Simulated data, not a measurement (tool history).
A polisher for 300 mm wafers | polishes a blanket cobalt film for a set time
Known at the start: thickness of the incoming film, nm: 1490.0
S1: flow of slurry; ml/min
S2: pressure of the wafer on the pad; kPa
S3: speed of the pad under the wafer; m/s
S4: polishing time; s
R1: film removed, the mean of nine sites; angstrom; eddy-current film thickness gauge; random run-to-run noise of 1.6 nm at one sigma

{"run": 1, "hour": 0.0, "S1": 260, "S2": 12.4, "S3": 1.04, "S4": 89, "R1": 3726.4}
{"run": 2, "hour": 7.0, "S1": 260, "S2": 9.7, "S3": 1.04, "S4": 89, "R1": 2961.3}
{"run": 3, "hour": 13.1, "S1": 260, "S2": 9.7, "S3": 1.24, "S4": 89, "R1": 3510.4}
{"run": 4, "hour": 21.2, "S1": 260, "S2": 7.6, "S3": 1.24, "S4": 89, "R1": 2826.2}
{"run": 5, "hour": 24.3, "S1": 255, "S2": 6.9, "S3": 1.12, "S4": 89, "R1": 2331.9}
{"run": 6, "hour": 27.1, "S1": 255, "S2": 9.7, "S3": 1.12, "S4": 89, "R1": 3184.2}
{"run": 7, "hour": 28.4, "S1": 255, "S2": 8.3, "S3": 1.04, "S4": 89, "R1": 2560.9}

Predict the results of run 8:
{"run": 8, "hour": 32.9, "S1": 255, "S2": 7.6, "S3": 0.98, "S4": 89, "R1": "?"}

{"run 8": {"R1": 2190.7}}
